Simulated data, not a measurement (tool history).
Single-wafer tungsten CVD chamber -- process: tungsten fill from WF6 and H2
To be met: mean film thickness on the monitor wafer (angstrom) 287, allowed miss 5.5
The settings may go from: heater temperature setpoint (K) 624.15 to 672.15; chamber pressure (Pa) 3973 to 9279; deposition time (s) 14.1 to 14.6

run,day,heater temperature setpoint (K),chamber pressure (Pa),deposition time (s),mean film thickness on the monitor wafer (angstrom)
1,0,648.15,6626,14.1,338.75
2,0.342,658.15,6626,14.1,407.64
3,0.388,653.15,6599,14.1,371.8
4,0.475,662.15,6599,14.1,443.5
5,0.683,668.15,6599,14.1,486.46
6,0.838,668.15,5613,14.1,453.01
7,1.167,661.15,5573,14.1,402.94
8,1.504,649.15,5426,14.1,321.15
9,1.829,647.15,5413,14.1,308.82
10,2.112,646.15,5400,14.1,304.4
11,2.308,645.15,5400,14.1,299.34
12,2.492,644.15,5400,14.1,293.43

Pick the move, out of 5, that brings all results within their allowed miss; only one does.
A,2.675,643.15,6079,14.5,?
B,2.675,643.15,5346,14.1,?
C,2.675,647.15,4813,14.6,?
D,2.675,642.15,5706,14.6,?
E,2.675,648.15,4973,14.1,?

move,mean film thickness on the monitor wafer (angstrom)
A,313.17
B,288.89
C,308.45
D,301.63
E,307.42
A: further off than the last run
B: meets every target
C: further off than the last run
D: further off than the last run
E: further off than the last run
B is the move that brings every result within its allowed miss.

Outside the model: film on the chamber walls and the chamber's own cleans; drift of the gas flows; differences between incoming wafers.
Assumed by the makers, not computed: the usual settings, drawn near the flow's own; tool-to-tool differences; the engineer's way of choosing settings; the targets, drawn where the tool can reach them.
